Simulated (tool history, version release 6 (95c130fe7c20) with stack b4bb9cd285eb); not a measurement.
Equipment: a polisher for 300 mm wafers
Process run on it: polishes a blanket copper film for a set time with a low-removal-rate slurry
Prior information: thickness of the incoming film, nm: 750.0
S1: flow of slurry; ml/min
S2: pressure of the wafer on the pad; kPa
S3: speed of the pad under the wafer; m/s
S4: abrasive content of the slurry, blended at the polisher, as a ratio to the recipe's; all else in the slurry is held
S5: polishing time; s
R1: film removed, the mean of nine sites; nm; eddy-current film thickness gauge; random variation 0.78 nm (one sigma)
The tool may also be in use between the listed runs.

run  hour   S1    S2    S3   S4  S5       R1
  1   0.0  280  12.4  1.34  1.0  46  107.900
  2   6.3  280   9.7  1.34  1.0  46   82.551
  3  15.3  210   9.7  1.34  1.0  46   80.585
  4  16.2  210   9.7  1.34  1.0  41   71.128
  5  17.9  245  10.3  1.34  1.0  41   77.312
  6  21.7  285  10.3  1.34  1.0  41   80.486
  7  28.2  300  11.0  1.34  1.0  41   85.640
     32.5  -- head pressure recalibrated
  8  32.5  305  11.7  1.34  1.0  41   85.302

Run 9, settings as shown, results not yet in. Your forecast:
  9  33.6  305  15.2  1.36  1.0  41   ?

{"run 9": {"R1": 110.18}}

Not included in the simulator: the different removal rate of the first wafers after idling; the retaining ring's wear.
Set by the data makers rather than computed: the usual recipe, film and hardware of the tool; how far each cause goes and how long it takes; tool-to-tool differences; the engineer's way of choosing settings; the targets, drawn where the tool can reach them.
